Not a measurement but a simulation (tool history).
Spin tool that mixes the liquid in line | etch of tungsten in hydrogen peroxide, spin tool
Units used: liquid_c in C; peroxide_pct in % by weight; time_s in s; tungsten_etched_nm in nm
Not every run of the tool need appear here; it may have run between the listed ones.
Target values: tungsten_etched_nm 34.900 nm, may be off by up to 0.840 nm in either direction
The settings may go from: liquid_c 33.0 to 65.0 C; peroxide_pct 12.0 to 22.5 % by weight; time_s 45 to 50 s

{"run": 1, "hour": 0.0, "liquid_c": 49.0, "peroxide_pct": 15.5, "time_s": 45, "tungsten_etched_nm": 46.532}
{"run": 2, "hour": 6.6, "liquid_c": 48.0, "peroxide_pct": 15.5, "time_s": 45, "tungsten_etched_nm": 43.899}
{"run": 3, "hour": 10.9, "liquid_c": 48.0, "peroxide_pct": 15.5, "time_s": 45, "tungsten_etched_nm": 43.69}
{"run": 4, "hour": 19.2, "liquid_c": 47.0, "peroxide_pct": 15.5, "time_s": 45, "tungsten_etched_nm": 41.073}
{"run": 5, "hour": 26.0, "liquid_c": 46.5, "peroxide_pct": 15.5, "time_s": 45, "tungsten_etched_nm": 39.807}
{"run": 6, "hour": 28.2, "liquid_c": 46.5, "peroxide_pct": 18.5, "time_s": 45, "tungsten_etched_nm": 43.601}
{"run": 7, "hour": 30.5, "liquid_c": 45.5, "peroxide_pct": 18.5, "time_s": 45, "tungsten_etched_nm": 40.912}
{"run": 8, "hour": 38.2, "liquid_c": 45.0, "peroxide_pct": 18.5, "time_s": 45, "tungsten_etched_nm": 39.582}
{"run": 9, "hour": 45.8, "liquid_c": 44.5, "peroxide_pct": 18.5, "time_s": 45, "tungsten_etched_nm": 38.509}
{"run": 10, "hour": 52.1, "liquid_c": 44.0, "peroxide_pct": 18.5, "time_s": 45, "tungsten_etched_nm": 37.096}
{"run": 11, "hour": 57.3, "liquid_c": 44.0, "peroxide_pct": 18.5, "time_s": 45, "tungsten_etched_nm": 37.39}

Which single option among these 5 for the next run brings every result within its allowed miss of target? Just one does.
{"run": "A", "hour": 62.5, "liquid_c": 44.5, "peroxide_pct": 18.0, "time_s": 45, "tungsten_etched_nm": "?"}
{"run": "B", "hour": 62.5, "liquid_c": 44.0, "peroxide_pct": 19.0, "time_s": 45, "tungsten_etched_nm": "?"}
{"run": "C", "hour": 62.5, "liquid_c": 41.0, "peroxide_pct": 21.0, "time_s": 50, "tungsten_etched_nm": "?"}
{"run": "D", "hour": 62.5, "liquid_c": 41.0, "peroxide_pct": 19.5, "time_s": 50, "tungsten_etched_nm": "?"}
{"run": "E", "hour": 62.5, "liquid_c": 41.5, "peroxide_pct": 20.0, "time_s": 45, "tungsten_etched_nm": "?"}

move=A tungsten_etched_nm=37.735
move=B tungsten_etched_nm=37.560
move=C tungsten_etched_nm=36.204
move=D tungsten_etched_nm=34.887
move=E tungsten_etched_nm=32.841
A: moves away from the targets compared with the last run
B: moves away from the targets compared with the last run
C: closer than the last run, but not yet in spec
D: in spec on every target
E: pushes the last run's worst result past its target
Move D is the one to make.

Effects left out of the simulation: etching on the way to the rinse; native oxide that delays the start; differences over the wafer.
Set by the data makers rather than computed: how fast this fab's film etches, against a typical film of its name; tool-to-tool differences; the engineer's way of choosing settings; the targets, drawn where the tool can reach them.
